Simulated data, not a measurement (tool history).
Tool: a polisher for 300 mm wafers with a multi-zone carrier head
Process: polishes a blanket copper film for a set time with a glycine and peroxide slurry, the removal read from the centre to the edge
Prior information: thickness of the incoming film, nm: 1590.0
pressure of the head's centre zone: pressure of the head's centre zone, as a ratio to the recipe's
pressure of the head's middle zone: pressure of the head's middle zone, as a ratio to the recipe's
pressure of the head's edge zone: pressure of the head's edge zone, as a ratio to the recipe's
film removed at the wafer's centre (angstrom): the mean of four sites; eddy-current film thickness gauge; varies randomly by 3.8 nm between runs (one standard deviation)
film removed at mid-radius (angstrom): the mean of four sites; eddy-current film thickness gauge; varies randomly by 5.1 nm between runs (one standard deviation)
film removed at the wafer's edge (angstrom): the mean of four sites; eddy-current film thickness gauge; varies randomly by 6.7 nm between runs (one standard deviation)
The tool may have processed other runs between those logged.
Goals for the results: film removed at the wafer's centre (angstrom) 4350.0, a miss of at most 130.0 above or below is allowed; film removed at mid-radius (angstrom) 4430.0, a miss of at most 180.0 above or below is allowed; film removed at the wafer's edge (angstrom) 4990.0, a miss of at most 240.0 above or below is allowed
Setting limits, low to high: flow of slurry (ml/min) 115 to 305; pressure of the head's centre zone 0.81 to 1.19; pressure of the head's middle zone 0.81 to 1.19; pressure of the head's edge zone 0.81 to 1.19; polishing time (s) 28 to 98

run  hour  flow of slurry (ml/min)  pressure of the head's centre zone  pressure of the head's middle zone  pressure of the head's edge zone  polishing time (s)  film removed at the wafer's centre (angstrom)  film removed at mid-radius (angstrom)  film removed at the wafer's edge (angstrom)
  1   0.0                      195                                1.00                                1.00                              1.00                  63                                         3778.6                                 3723.9                                       3712.3
  2   6.7                      195                                1.00                                1.00                              1.00                  74                                         4418.5                                 4351.2                                       4495.6
  3   7.6                      195                                1.00                                1.00                              1.00                  62                                         3743.3                                 3614.5                                       3729.8
  4  10.2                      195                                1.00                                1.08                              1.00                  62                                         3696.7                                 3936.8                                       3682.4
  5  15.6                      200                                0.99                                1.06                              1.05                  66                                         3958.0                                 4065.8                                       4053.6
  6  22.1                      205                                0.97                                1.06                              1.09                  68                                         4067.3                                 4223.3                                       4308.3
  7  25.0                      205                                0.97                                1.06                              1.09                  68                                         4051.5                                 4236.1                                       4359.3
  8  27.0                      215                                0.96                                1.05                              1.12                  69                                         4127.9                                 4226.4                                       4393.6

Next run, 5 choices. One meets every target within its allowed miss, the rest don't. Which?
  A  29.0                      130                                0.83                                0.86                              1.19                  92                                              ?                                      ?                                            ?
  B  29.0                      175                                0.88                                0.93                              1.06                  81                                              ?                                      ?                                            ?
  C  29.0                      135                                0.93                                0.89                              1.19                  83                                              ?                                      ?                                            ?
  D  29.0                      145                                0.89                                1.01                              1.19                  79                                              ?                                      ?                                            ?
  E  29.0                      130                                0.81                                0.82                              1.19                  89                                              ?                                      ?                                            ?

move  film removed at the wafer's centre (angstrom)  film removed at mid-radius (angstrom)  film removed at the wafer's edge (angstrom)
   A                                         4326.8                                 4355.1                                       5566.2
   B                                         4312.3                                 4372.7                                       4840.8
   C                                         4340.6                                 4080.1                                       5054.6
   D                                         4064.8                                 4393.9                                       4863.3
   E                                         4101.4                                 4052.1                                       5387.5
A: takes the result that was furthest off past its target
B: meets every target
C: brings the last run's worst result on target, with another outside its allowed miss
D: brings the last run's worst result on target, with another outside its allowed miss
E: takes the result that was furthest off past its target
The move that meets every target is B.
